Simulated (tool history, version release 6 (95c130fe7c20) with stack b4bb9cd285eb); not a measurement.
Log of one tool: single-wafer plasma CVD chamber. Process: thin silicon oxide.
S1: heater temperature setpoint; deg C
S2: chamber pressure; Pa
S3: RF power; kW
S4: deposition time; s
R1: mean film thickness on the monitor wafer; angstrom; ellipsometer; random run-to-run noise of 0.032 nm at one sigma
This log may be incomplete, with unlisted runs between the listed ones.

run,hour,S1,S2,S3,S4,R1
1,0.0,380,96.4,0.235,8.83,133.48
2,1.1,380,97.5,0.235,8.83,135.32
3,6.6,380,98.4,0.235,8.83,136.59
4,9.4,386,98.4,0.235,8.83,136.09
5,17.2,386,99.2,0.235,8.83,137.04
6,21.9,379,99.2,0.235,8.83,138.30
7,24.2,379,99.7,0.235,8.83,137.99
8,30.5,379,100.4,0.235,8.83,139.37
9,35.6,379,100.4,0.235,8.83,139.29
10,38.0,379,100.9,0.235,8.83,140.03
11,41.6,379,101.5,0.235,8.83,140.92

Predict the results of run 12:
12,42.8,379,101.9,0.235,8.83,?

{"run 12": {"R1": 141.44}}

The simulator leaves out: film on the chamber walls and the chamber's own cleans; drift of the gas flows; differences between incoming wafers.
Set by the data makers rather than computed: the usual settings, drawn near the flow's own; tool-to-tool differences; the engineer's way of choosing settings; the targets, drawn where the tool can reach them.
